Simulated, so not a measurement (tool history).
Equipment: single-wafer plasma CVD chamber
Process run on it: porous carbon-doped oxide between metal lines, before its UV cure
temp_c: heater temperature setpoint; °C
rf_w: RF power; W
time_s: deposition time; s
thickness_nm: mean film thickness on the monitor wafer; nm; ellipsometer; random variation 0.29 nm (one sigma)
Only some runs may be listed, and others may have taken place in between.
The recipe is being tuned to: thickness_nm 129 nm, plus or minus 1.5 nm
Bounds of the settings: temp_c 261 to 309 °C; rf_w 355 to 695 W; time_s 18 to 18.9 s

{"run": 1, "hour": 0.0, "temp_c": 285, "rf_w": 525, "time_s": 18.9, "thickness_nm": 119.34}
{"run": 2, "hour": 3.5, "temp_c": 285, "rf_w": 525, "time_s": 18, "thickness_nm": 114.14}
{"run": 3, "hour": 6.0, "temp_c": 280, "rf_w": 525, "time_s": 18, "thickness_nm": 117.11}
{"run": 4, "hour": 7.4, "temp_c": 290, "rf_w": 525, "time_s": 18, "thickness_nm": 111.14}
{"run": 5, "hour": 11.2, "temp_c": 284, "rf_w": 530, "time_s": 18, "thickness_nm": 115.41}
{"run": 6, "hour": 14.8, "temp_c": 284, "rf_w": 595, "time_s": 18, "thickness_nm": 125.09}
{"run": 7, "hour": 16.5, "temp_c": 283, "rf_w": 595, "time_s": 18, "thickness_nm": 126.35}
{"run": 8, "hour": 21.9, "temp_c": 282, "rf_w": 595, "time_s": 18, "thickness_nm": 127.51}

Consider the 4 candidate settings below. Which is the only one whose results all fall within their allowed miss of target?
{"run": "A", "hour": 27.3, "temp_c": 279, "rf_w": 560, "time_s": 18.2, "thickness_nm": "?"}
{"run": "B", "hour": 27.3, "temp_c": 282, "rf_w": 575, "time_s": 18.4, "thickness_nm": "?"}
{"run": "C", "hour": 27.3, "temp_c": 274, "rf_w": 530, "time_s": 18.6, "thickness_nm": "?"}
{"run": "D", "hour": 27.3, "temp_c": 275, "rf_w": 545, "time_s": 18.7, "thickness_nm": "?"}

move=A thickness_nm=125.29
move=B thickness_nm=126.73
move=C thickness_nm=126.76
move=D thickness_nm=129.21
A: moves away from the targets compared with the last run
B: moves away from the targets compared with the last run
C: moves away from the targets compared with the last run
D: in spec on every target
Move D is the one to make.

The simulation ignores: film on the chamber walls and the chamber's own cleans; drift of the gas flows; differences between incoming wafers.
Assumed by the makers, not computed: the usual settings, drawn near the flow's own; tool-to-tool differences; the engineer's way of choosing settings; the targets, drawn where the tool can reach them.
